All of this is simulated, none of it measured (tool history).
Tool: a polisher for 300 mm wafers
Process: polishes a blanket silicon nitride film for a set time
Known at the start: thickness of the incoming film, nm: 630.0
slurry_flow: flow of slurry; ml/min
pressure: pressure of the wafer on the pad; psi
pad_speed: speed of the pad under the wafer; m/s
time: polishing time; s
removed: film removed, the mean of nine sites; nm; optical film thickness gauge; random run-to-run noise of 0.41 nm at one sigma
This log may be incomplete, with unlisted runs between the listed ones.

| run | hour | slurry_flow | pressure | pad_speed | time | removed |
|---|---|---|---|---|---|---|
| 1 | 0.0 | 300 | 4.7 | 1.40 | 22 | 71.570 |
| 2 | 6.0 | 300 | 4.0 | 1.40 | 22 | 60.672 |
| 3 | 9.5 | 300 | 4.0 | 1.56 | 22 | 66.222 |
| 4 | 16.6 | 300 | 3.4 | 1.50 | 22 | 54.894 |
| 5 | 20.2 | 300 | 3.0 | 1.48 | 22 | 48.159 |
| 6 | 27.5 | 300 | 3.0 | 1.48 | 22 | 49.156 |
| 7 | 28.6 | 300 | 2.7 | 1.48 | 22 | 44.169 |
| 8 | 35.0 | 300 | 2.7 | 1.48 | 22 | 43.565 |
|  | 41.8 | slurry nozzle cleaned |
| 9 | 41.8 | 300 | 2.6 | 1.48 | 22 | 43.736 |
| 10 | 50.1 | 300 | 2.1 | 1.44 | 22 | 35.156 |

Expected results for the next run?
| 11 | 54.6 | 300 | 2.5 | 1.44 | 22 | ? |

Run 11 measured removed 41.852 nm.
